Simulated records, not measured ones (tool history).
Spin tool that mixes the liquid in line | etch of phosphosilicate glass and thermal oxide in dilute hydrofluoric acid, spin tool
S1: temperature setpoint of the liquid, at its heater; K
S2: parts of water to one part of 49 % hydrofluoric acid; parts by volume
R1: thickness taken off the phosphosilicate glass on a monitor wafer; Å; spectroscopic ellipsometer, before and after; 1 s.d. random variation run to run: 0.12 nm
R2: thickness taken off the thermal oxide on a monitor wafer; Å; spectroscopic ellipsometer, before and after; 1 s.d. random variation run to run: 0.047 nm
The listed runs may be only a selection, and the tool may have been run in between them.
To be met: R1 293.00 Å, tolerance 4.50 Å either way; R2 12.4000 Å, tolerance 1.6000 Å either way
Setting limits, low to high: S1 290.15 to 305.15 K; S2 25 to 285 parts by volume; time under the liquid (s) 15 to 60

{"run": 1, "hour": 0.0, "S1": 297.15, "S2": 155, "time under the liquid (s)": 30, "R1": 206.75, "R2": 8.3379}
{"run": 2, "hour": 0.8, "S1": 299.65, "S2": 155, "time under the liquid (s)": 30, "R1": 227.42, "R2": 9.6887}
{"run": 3, "hour": 5.4, "S1": 301.15, "S2": 150, "time under the liquid (s)": 30, "R1": 251.81, "R2": 11.144}
{"run": 4, "hour": 9.2, "S1": 302.15, "S2": 150, "time under the liquid (s)": 30, "R1": 259.69, "R2": 11.431}
{"run": 5, "hour": 12.6, "S1": 302.15, "S2": 150, "time under the liquid (s)": 35, "R1": 303.82, "R2": 12.537}
{"run": 6, "hour": 13.8, "S1": 302.15, "S2": 185, "time under the liquid (s)": 35, "R1": 236.49, "R2": 9.2613}
{"run": 7, "hour": 16.0, "S1": 303.15, "S2": 180, "time under the liquid (s)": 35, "R1": 253.74, "R2": 10.641}
{"run": 8, "hour": 21.9, "S1": 303.65, "S2": 175, "time under the liquid (s)": 35, "R1": 267.45, "R2": 11.383}
{"run": 9, "hour": 29.7, "S1": 304.15, "S2": 175, "time under the liquid (s)": 35, "R1": 273.41, "R2": 11.565}
{"run": 10, "hour": 35.8, "S1": 304.65, "S2": 175, "time under the liquid (s)": 35, "R1": 278.46, "R2": 12.195}
{"run": 11, "hour": 42.2, "S1": 304.65, "S2": 170, "time under the liquid (s)": 35, "R1": 287.31, "R2": 12.364}

4 candidate next runs follow, results not yet known. Just one meets every target within its allowed miss. Identify it.
{"run": "A", "hour": 48.6, "S1": 305.15, "S2": 195, "time under the liquid (s)": 40, "R1": "?", "R2": "?"}
{"run": "B", "hour": 48.6, "S1": 302.65, "S2": 190, "time under the liquid (s)": 45, "R1": "?", "R2": "?"}
{"run": "C", "hour": 48.6, "S1": 300.15, "S2": 190, "time under the liquid (s)": 45, "R1": "?", "R2": "?"}
{"run": "D", "hour": 48.6, "S1": 304.65, "S2": 205, "time under the liquid (s)": 45, "R1": "?", "R2": "?"}

move=A R1=282.05 R2=12.9140
move=B R1=300.20 R2=13.7450
move=C R1=274.41 R2=12.5640
move=D R1=293.18 R2=13.4240
A: further off than the last run
B: takes the result that was furthest off past its target
C: further off than the last run
D: every result within its allowed miss
D is the move that brings every result within its allowed miss.
